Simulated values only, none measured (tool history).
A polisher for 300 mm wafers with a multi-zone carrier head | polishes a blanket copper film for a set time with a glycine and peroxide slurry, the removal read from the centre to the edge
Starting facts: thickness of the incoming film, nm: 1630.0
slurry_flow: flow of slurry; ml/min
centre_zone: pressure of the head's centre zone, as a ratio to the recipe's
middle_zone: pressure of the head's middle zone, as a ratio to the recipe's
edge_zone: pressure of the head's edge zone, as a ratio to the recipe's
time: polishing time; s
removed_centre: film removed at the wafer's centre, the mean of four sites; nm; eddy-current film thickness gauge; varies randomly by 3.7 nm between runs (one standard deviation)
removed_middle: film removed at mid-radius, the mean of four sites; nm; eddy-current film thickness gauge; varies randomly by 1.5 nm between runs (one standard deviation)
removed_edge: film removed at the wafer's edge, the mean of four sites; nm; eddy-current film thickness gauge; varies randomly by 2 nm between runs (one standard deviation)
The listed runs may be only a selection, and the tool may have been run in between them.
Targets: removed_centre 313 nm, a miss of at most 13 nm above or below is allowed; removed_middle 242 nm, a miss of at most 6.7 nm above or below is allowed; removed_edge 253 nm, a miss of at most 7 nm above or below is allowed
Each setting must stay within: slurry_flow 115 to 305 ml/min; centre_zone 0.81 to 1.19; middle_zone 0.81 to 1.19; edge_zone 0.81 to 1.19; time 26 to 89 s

{"run": 1, "day": 0.0, "slurry_flow": 195, "centre_zone": 1, "middle_zone": 1, "edge_zone": 1, "time": 57, "removed_centre": 219.88, "removed_middle": 223.42, "removed_edge": 221.47}
{"run": 2, "day": 0.246, "slurry_flow": 195, "centre_zone": 1, "middle_zone": 1, "edge_zone": 1, "time": 50, "removed_centre": 195.81, "removed_middle": 195.48, "removed_edge": 194.78}
{"run": 3, "day": 0.571, "slurry_flow": 195, "centre_zone": 1.03, "middle_zone": 1, "edge_zone": 1, "time": 50, "removed_centre": 197.23, "removed_middle": 195.51, "removed_edge": 193.9}
{"run": 4, "day": 0.675, "slurry_flow": 205, "centre_zone": 1.05, "middle_zone": 0.98, "edge_zone": 0.99, "time": 52, "removed_centre": 213.33, "removed_middle": 200.36, "removed_edge": 202.83}
{"run": 5, "day": 0.779, "slurry_flow": 205, "centre_zone": 0.98, "middle_zone": 0.98, "edge_zone": 0.99, "time": 52, "removed_centre": 197.77, "removed_middle": 199.01, "removed_edge": 199.75}
{"run": 6, "day": 0.883, "slurry_flow": 215, "centre_zone": 1, "middle_zone": 0.97, "edge_zone": 0.99, "time": 53, "removed_centre": 209.28, "removed_middle": 206.66, "removed_edge": 205.3}
{"run": 7, "day": 1.221, "slurry_flow": 225, "centre_zone": 1.02, "middle_zone": 0.96, "edge_zone": 1, "time": 54, "removed_centre": 218.65, "removed_middle": 209.07, "removed_edge": 213.15}
{"run": 8, "day": 1.596, "slurry_flow": 280, "centre_zone": 1.12, "middle_zone": 0.94, "edge_zone": 0.96, "time": 63, "removed_centre": 283.89, "removed_middle": 246.25, "removed_edge": 249.17}

Next run, 5 choices. One meets every target within its allowed miss, the rest don't. Which?
{"run": "A", "day": 1.971, "slurry_flow": 305, "centre_zone": 1.16, "middle_zone": 0.88, "edge_zone": 0.91, "time": 70, "removed_centre": "?", "removed_middle": "?", "removed_edge": "?"}
{"run": "B", "day": 1.971, "slurry_flow": 270, "centre_zone": 1.13, "middle_zone": 0.89, "edge_zone": 0.95, "time": 69, "removed_centre": "?", "removed_middle": "?", "removed_edge": "?"}
{"run": "C", "day": 1.971, "slurry_flow": 245, "centre_zone": 1.19, "middle_zone": 0.9, "edge_zone": 0.93, "time": 66, "removed_centre": "?", "removed_middle": "?", "removed_edge": "?"}
{"run": "D", "day": 1.971, "slurry_flow": 305, "centre_zone": 1.19, "middle_zone": 0.9, "edge_zone": 0.88, "time": 69, "removed_centre": "?", "removed_middle": "?", "removed_edge": "?"}
{"run": "E", "day": 1.971, "slurry_flow": 275, "centre_zone": 1.19, "middle_zone": 0.86, "edge_zone": 0.86, "time": 72, "removed_centre": "?", "removed_middle": "?", "removed_edge": "?"}

move=A removed_centre=326.31 removed_middle=257.18 removed_edge=268.78
move=B removed_centre=309.24 removed_middle=252.91 removed_edge=266.71
move=C removed_centre=308.12 removed_middle=241.6 removed_edge=251.12
move=D removed_centre=330.06 removed_middle=258.23 removed_edge=261.71
move=E removed_centre=340.56 removed_middle=256.96 removed_edge=268.97
A: pushes the last run's worst result past its target
B: brings the last run's worst result on target, with another outside its allowed miss
C: every result within its allowed miss
D: pushes the last run's worst result past its target
E: pushes the last run's worst result past its target
C is the move that brings every result within its allowed miss.
